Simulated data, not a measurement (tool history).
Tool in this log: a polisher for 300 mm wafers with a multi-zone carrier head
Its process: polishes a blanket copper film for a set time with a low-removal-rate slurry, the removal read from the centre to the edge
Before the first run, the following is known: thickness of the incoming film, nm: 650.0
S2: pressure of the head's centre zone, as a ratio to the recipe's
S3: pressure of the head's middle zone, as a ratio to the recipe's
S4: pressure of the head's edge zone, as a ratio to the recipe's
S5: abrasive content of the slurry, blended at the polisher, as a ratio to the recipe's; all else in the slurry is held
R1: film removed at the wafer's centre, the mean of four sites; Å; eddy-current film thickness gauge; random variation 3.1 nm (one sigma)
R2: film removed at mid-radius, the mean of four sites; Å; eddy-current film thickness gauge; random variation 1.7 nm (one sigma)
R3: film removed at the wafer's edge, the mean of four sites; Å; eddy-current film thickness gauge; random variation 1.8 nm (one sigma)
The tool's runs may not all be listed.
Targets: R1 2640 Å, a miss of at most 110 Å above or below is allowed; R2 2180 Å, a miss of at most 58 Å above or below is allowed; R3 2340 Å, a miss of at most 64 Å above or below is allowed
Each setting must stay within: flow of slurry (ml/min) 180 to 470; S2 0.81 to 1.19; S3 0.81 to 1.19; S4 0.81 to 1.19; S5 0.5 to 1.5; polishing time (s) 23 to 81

Run 1, hour 0: flow of slurry (ml/min) 300, S2 1, S3 1, S4 1, S5 1, polishing time (s) 52. Result: R1 2013.2 Å, R2 1999.8 Å, R3 2004.8 Å.
Run 2, hour 8.3: flow of slurry (ml/min) 305, S2 1.03, S3 1, S4 1.03, S5 1.05, polishing time (s) 52. Result: R1 2076.1 Å, R2 2021.8 Å, R3 2025.9 Å.
Run 3, hour 16: flow of slurry (ml/min) 305, S2 1.03, S3 0.95, S4 1.03, S5 1.05, polishing time (s) 52. Result: R1 2086.8 Å, R2 1963.1 Å, R3 2053.5 Å.
Run 4, hour 17.5: flow of slurry (ml/min) 305, S2 1.03, S3 0.95, S4 1.03, S5 1.25, polishing time (s) 52. Result: R1 2143.1 Å, R2 2017.6 Å, R3 2108.9 Å.
Run 5, hour 22.1: flow of slurry (ml/min) 310, S2 1.05, S3 0.95, S4 1.05, S5 1.3, polishing time (s) 52. Result: R1 2204.9 Å, R2 2032.8 Å, R3 2133.8 Å.
Run 6, hour 22.9: flow of slurry (ml/min) 315, S2 1.07, S3 0.95, S4 1.07, S5 1.35, polishing time (s) 52. Result: R1 2279.5 Å, R2 2042 Å, R3 2169.6 Å.
Run 7, hour 28.6: flow of slurry (ml/min) 320, S2 1.08, S3 0.95, S4 1.08, S5 1.4, polishing time (s) 52. Result: R1 2313.2 Å, R2 2049.8 Å, R3 2185.9 Å.
Run 8, hour 31.7: flow of slurry (ml/min) 325, S2 1.09, S3 0.95, S4 1.09, S5 1.4, polishing time (s) 52. Result: R1 2320.1 Å, R2 2057.9 Å, R3 2166.7 Å.

5 candidate next runs follow, results not yet known. Just one meets every target within its allowed miss. Identify it.
Run A, hour 34.8: flow of slurry (ml/min) 335, S2 1, S3 1.05, S4 1.13, S5 1.3, polishing time (s) 47. Result: R1 ?, R2 ?, R3 ?.
Run B, hour 34.8: flow of slurry (ml/min) 240, S2 1.06, S3 1.19, S4 1.08, S5 1.5, polishing time (s) 48. Result: R1 ?, R2 ?, R3 ?.
Run C, hour 34.8: flow of slurry (ml/min) 350, S2 1.16, S3 0.96, S4 1.12, S5 1.5, polishing time (s) 54. Result: R1 ?, R2 ?, R3 ?.
Run D, hour 34.8: flow of slurry (ml/min) 265, S2 0.85, S3 0.81, S4 1.16, S5 1.4, polishing time (s) 57. Result: R1 ?, R2 ?, R3 ?.
Run E, hour 34.8: flow of slurry (ml/min) 390, S2 1, S3 0.99, S4 1.11, S5 1.4, polishing time (s) 45. Result: R1 ?, R2 ?, R3 ?.

move      R1      R2      R3
   A  1907.4    1978  2012.9
   B  2043.7  2201.2  2018.4
   C  2619.9  2189.8  2373.8
   D  1937.9  1975.9  2462.4
   E  1874.6  1860.2  1959.2
A: its largest miss is bigger than the last run's
B: its largest miss is bigger than the last run's
C: hits every target within its allowed miss
D: its largest miss is bigger than the last run's
E: its largest miss is bigger than the last run's
Move C is the one to make.
